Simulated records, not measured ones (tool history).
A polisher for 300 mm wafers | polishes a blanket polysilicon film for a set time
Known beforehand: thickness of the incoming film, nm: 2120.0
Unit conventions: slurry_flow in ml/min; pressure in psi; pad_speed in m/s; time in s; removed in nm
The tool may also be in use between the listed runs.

run,hour,slurry_flow,pressure,pad_speed,time,removed
1,0,170,3.3,0.98,47,368.43
2,6.5,140,3.3,0.98,47,354.2
3,15.2,180,3.3,0.98,47,373.74
4,17.9,175,3.1,0.96,47,346.85
5,19.4,170,2.9,0.94,47,310.04
6,23.3,170,2.9,1.12,47,373.09
7,25.8,165,2.7,1.1,47,339.39
8,30.3,160,2.5,1.08,47,309.01
9,39.2,155,2.4,1.06,47,287.56
10,41.9,150,2.3,1.06,47,274.18
11,49.9,120,1.5,0.94,47,153.53
12,55.2,120,1.5,0.94,47,155.37
13,61.5,130,1.5,0.94,47,159.48
14,70,130,1.5,0.94,47,159.54
15,72.9,135,1.5,0.94,47,160.4
16,81.3,140,1.5,0.94,47,161.26
17,84.4,145,1.5,0.94,47,163.2
18,85.5,195,1.8,0.94,47,202.27
19,89.1,190,1.8,0.94,47,203.44
20,96.9,185,1.8,0.94,47,200.73
21,105.5,180,1.8,0.94,47,201.09
22,111.7,175,1.8,0.94,47,199.15
23,115.9,170,1.8,0.94,47,195.74
24,118,160,1.8,0.94,47,199.16
25,118.6,155,1.8,0.94,47,195.59
26,121.4,155,1.8,0.94,47,195.58

Run 27, settings as shown, results not yet in. Your forecast:
27,127.1,145,1.8,0.94,47,?

For run 27 the tool returned removed 191.79 nm.
